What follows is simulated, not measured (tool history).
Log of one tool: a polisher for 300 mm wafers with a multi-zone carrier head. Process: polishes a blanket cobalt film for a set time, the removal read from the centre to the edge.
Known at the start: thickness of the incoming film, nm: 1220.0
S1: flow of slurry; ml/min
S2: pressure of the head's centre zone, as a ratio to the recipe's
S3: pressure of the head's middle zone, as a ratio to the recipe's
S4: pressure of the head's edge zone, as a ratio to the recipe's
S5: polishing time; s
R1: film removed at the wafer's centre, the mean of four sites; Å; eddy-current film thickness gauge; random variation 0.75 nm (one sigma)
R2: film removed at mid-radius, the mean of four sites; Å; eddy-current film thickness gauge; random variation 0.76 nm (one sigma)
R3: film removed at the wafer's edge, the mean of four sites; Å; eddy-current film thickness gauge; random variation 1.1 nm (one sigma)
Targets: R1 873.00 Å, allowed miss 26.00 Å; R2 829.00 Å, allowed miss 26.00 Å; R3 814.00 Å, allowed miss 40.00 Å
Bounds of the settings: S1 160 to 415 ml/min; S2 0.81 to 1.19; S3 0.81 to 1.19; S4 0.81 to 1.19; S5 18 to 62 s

run 1 hour=0.0 | S1=265 S2=1.00 S3=1.00 S4=1.00 S5=40 | R1=1108.20 R2=1020.50 R3=1035.00
run 2 hour=6.0 | S1=265 S2=0.98 S3=0.98 S4=0.96 S5=38 | R1=1025.50 R2=955.18 R3=945.14
run 3 hour=8.9 | S1=265 S2=0.98 S3=0.98 S4=1.04 S5=38 | R1=1030.60 R2=969.96 R3=954.24
run 4 hour=15.9 | S1=295 S2=0.98 S3=0.98 S4=1.04 S5=38 | R1=1033.90 R2=977.72 R3=977.32
run 5 hour=20.1 | S1=275 S2=0.96 S3=0.96 S4=1.00 S5=37 | R1=999.96 R2=938.49 R3=961.11
run 6 hour=28.4 | S1=275 S2=0.91 S3=0.96 S4=1.00 S5=37 | R1=934.80 R2=934.18 R3=921.12
run 7 hour=34.1 | S1=275 S2=0.91 S3=0.96 S4=1.00 S5=37 | R1=923.14 R2=920.85 R3=953.35
run 8 hour=41.9 | S1=265 S2=0.93 S3=0.97 S4=0.99 S5=35 | R1=896.39 R2=873.84 R3=862.23
run 9 hour=50.8 | S1=250 S2=0.93 S3=0.97 S4=0.98 S5=35 | R1=907.63 R2=853.60 R3=901.30
run 10 hour=53.5 | S1=270 S2=0.94 S3=0.97 S4=0.97 S5=34 | R1=892.76 R2=851.38 R3=867.47

5 next moves are on the table. One of them brings every result within its allowed miss. Which?
run A hour=56.2 | S1=215 S2=0.97 S3=0.98 S4=0.97 S5=36 | R1=? R2=? R3=?
run B hour=56.2 | S1=275 S2=0.88 S3=0.98 S4=0.99 S5=35 | R1=? R2=? R3=?
run C hour=56.2 | S1=285 S2=0.97 S3=0.99 S4=0.95 S5=32 | R1=? R2=? R3=?
run D hour=56.2 | S1=310 S2=0.88 S3=0.93 S4=1.07 S5=36 | R1=? R2=? R3=?
run E hour=56.2 | S1=170 S2=0.87 S3=0.83 S4=0.98 S5=39 | R1=? R2=? R3=?

move=A R1=947.91 R2=878.32 R3=897.04
move=B R1=867.19 R2=882.86 R3=900.89
move=C R1=877.96 R2=816.38 R3=813.19
move=D R1=904.48 R2=883.81 R3=965.44
move=E R1=877.68 R2=805.93 R3=947.79
A: further off than the last run
B: further off than the last run
C: meets every target
D: further off than the last run
E: further off than the last run
Answer: C
